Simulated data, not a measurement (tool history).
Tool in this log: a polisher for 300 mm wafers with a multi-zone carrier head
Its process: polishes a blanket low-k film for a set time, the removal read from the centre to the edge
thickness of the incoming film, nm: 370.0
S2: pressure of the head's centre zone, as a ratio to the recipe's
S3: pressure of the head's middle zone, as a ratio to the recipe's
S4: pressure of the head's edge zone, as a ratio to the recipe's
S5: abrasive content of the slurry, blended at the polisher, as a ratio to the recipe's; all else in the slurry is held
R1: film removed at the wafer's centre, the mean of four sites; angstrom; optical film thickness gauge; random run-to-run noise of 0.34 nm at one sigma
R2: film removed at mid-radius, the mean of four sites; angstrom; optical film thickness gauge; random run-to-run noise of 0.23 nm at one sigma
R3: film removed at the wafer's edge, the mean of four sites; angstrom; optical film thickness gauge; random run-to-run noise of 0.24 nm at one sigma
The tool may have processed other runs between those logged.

run 1 hour=0.0 | flow_of_slurry_(ml/min)=310 S2=1.00 S3=1.00 S4=1.00 S5=1.00 polishing_time_(s)=71 | R1=303.06 R2=310.82 R3=306.85
run 2 hour=1.4 | flow_of_slurry_(ml/min)=310 S2=1.00 S3=1.00 S4=1.00 S5=1.00 polishing_time_(s)=54 | R1=232.70 R2=235.85 R3=235.47
run 3 hour=3.4 | flow_of_slurry_(ml/min)=340 S2=1.00 S3=1.00 S4=1.00 S5=1.00 polishing_time_(s)=54 | R1=232.97 R2=237.00 R3=234.43
run 4 hour=11.7 | flow_of_slurry_(ml/min)=340 S2=1.07 S3=1.00 S4=1.00 S5=1.00 polishing_time_(s)=54 | R1=252.21 R2=234.31 R3=233.83
run 5 hour=16.3 | flow_of_slurry_(ml/min)=340 S2=1.07 S3=1.00 S4=1.00 S5=1.00 polishing_time_(s)=68 | R1=316.04 R2=296.32 R3=294.04
run 6 hour=20.5 | flow_of_slurry_(ml/min)=335 S2=1.07 S3=1.01 S4=1.03 S5=1.10 polishing_time_(s)=68 | R1=321.42 R2=310.66 R3=306.60
run 7 hour=26.8 | flow_of_slurry_(ml/min)=385 S2=1.13 S3=1.01 S4=1.13 S5=1.35 polishing_time_(s)=71 | R1=384.89 R2=341.68 R3=356.87

Estimate the outcome of run 8 from the log above:
run 8 hour=33.6 | flow_of_slurry_(ml/min)=385 S2=1.12 S3=1.02 S4=1.14 S5=1.40 polishing_time_(s)=71 | R1=? R2=? R3=?

Run 8 gave R1 385.57 angstrom, R2 350.63 angstrom, R3 358.73 angstrom.
